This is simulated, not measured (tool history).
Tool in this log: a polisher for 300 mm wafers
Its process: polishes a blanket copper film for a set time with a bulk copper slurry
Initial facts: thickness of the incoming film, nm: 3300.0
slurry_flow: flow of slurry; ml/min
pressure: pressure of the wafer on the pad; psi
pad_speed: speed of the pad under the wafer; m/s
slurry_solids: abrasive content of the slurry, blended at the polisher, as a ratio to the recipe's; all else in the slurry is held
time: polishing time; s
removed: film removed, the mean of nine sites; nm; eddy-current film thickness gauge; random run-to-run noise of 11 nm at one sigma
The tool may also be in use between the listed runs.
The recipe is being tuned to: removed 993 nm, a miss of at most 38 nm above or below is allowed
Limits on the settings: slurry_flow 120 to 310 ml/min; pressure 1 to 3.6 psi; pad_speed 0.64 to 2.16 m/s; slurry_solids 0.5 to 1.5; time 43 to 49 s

| run | day | slurry_flow | pressure | pad_speed | slurry_solids | time | removed |
|---|---|---|---|---|---|---|---|
| 1 | 0 | 200 | 2.3 | 1.4 | 1 | 49 | 510.08 |
| 2 | 0.196 | 200 | 2.6 | 1.42 | 1 | 49 | 585.22 |
| 3 | 0.283 | 200 | 2.6 | 1.42 | 1 | 49 | 579.44 |
| 4 | 0.321 | 200 | 2.6 | 1.74 | 1 | 49 | 691.68 |
|  | 0.558 | slurry nozzle cleaned |
| 5 | 0.558 | 200 | 2.6 | 1.74 | 1.1 | 49 | 710.81 |
| 6 | 0.888 | 200 | 2.7 | 1.74 | 1.1 | 49 | 749.28 |
| 7 | 0.992 | 205 | 3.3 | 1.76 | 1.1 | 49 | 909.28 |
| 8 | 1.229 | 205 | 3.4 | 1.76 | 1.1 | 49 | 942.91 |

Next run, 4 choices. One meets every target within its allowed miss, the rest don't. Which?
| A | 1.467 | 270 | 3.3 | 2.08 | 1.1 | 49 | ? |
| B | 1.467 | 230 | 3.6 | 1.94 | 1.1 | 49 | ? |
| C | 1.467 | 220 | 3.5 | 2.14 | 0.95 | 47 | ? |
| D | 1.467 | 200 | 3.5 | 1.78 | 1.1 | 49 | ? |

| move | removed |
|---|---|
| A | 1097.1 |
| B | 1103.3 |
| C | 1091.7 |
| D | 977.02 |
A: moves the result that the last run missed by most past its target, out the other side
B: moves the result that the last run missed by most past its target, out the other side
C: moves the result that the last run missed by most past its target, out the other side
D: all results in spec
Move D is the one to make.
